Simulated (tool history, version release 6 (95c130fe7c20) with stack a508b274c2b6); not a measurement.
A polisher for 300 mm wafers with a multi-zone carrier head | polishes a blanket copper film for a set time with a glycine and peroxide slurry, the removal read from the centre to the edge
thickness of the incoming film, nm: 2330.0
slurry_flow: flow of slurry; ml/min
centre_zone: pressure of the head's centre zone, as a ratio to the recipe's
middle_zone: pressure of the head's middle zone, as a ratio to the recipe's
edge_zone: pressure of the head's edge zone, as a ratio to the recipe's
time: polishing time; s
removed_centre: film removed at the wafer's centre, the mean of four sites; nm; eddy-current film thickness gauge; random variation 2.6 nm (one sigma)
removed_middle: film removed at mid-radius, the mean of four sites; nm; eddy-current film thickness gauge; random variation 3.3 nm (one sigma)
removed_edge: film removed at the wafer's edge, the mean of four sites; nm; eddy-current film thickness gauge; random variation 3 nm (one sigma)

run  hour  slurry_flow  centre_zone  middle_zone  edge_zone  time  removed_centre  removed_middle  removed_edge
  1     0          155            1            1          1    40          283.33          259.26        260.58
  2   8.2          150         0.97         1.01       0.99    39          260.03          260.01         246.6
  3   9.5          150         0.97         1.01       0.99    43          292.45          289.47        275.12
  4  15.5          150         0.91         1.01       0.99    43          275.12          279.14        274.69
  5  23.9          145         0.89         1.01       0.98    42          254.91          276.42         264.2
  6  32.7          185         0.89         1.01       0.98    42          269.63          296.25        282.03

Forecast run 7:
  7  34.5          175         0.88            1       0.97    41               ?               ?             ?

Run 7 gave removed_centre 258.01 nm, removed_middle 276.4 nm, removed_edge 259.6 nm.
